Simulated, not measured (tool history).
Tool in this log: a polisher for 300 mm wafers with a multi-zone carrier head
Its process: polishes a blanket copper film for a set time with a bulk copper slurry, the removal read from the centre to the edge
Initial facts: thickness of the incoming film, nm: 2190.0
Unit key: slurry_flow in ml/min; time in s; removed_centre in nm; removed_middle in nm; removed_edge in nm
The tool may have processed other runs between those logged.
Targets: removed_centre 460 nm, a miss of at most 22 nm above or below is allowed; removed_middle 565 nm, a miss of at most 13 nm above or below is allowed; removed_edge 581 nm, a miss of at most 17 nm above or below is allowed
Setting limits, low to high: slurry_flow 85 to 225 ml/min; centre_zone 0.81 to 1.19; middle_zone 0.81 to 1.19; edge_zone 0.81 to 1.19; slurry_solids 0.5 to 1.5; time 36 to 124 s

run  hour  slurry_flow  centre_zone  middle_zone  edge_zone  slurry_solids  time  removed_centre  removed_middle  removed_edge
  1     0          145            1            1          1              1    79          689.01           670.1        680.45
  2   7.4          145            1            1       1.06              1    79          680.64           671.9        704.69
  3  13.4          135         0.96            1       1.05            0.9    79           636.4          641.77        677.34
  4  15.5          165         0.96            1       1.05            0.9    79          646.86          656.81        691.43
  5  17.7          165         0.96            1       1.11            0.9    79          653.49          668.74         712.3
  6  23.6          165         0.96            1       1.11            1.1    79          696.42          697.17        754.49
  7  24.5          155         0.93         1.01       1.09           0.95    79          635.37          670.24        713.89
  8  26.1          145          0.9         1.01       1.07           0.85    79          566.12          645.98        678.23
  9    34          140         0.89            1       1.03           0.85    79          567.59          637.76        655.93
 10    35          100         0.81         1.01       1.03            0.6    77          429.47           526.7        542.72
 11  37.7          105         0.81         1.01       1.03            0.6    77          427.94          529.41        561.63
 12  38.7          105         0.81         1.01       1.03            0.6    77          432.43          528.71        551.46
 13  44.2          110         0.81         1.01       1.03            0.6    77          429.34          534.88         556.4

4 candidate next runs follow, results not yet known. Just one meets every target within its allowed miss. Identify it.
  A  49.7           85         0.81         1.03       1.06           0.65    86               ?               ?             ?
  B  49.7          165         0.81         1.01       1.04            0.7    72               ?               ?             ?
  C  49.7          120         0.82         1.02       1.19            0.6    80               ?               ?             ?
  D  49.7           95         0.81         1.04       1.02           0.75    80               ?               ?             ?

move  removed_centre  removed_middle  removed_edge
   A          473.87          596.32        624.48
   B          466.51          567.36        576.08
   C          468.18          571.21        626.37
   D          473.79          599.04        605.91
A: the result that was furthest off in the last run now lies on the other side of its target
B: each result inside its tolerance
C: the furthest-off result lands on target, but another misses its tolerance
D: the result that was furthest off in the last run now lies on the other side of its target
The move that meets every target is B.
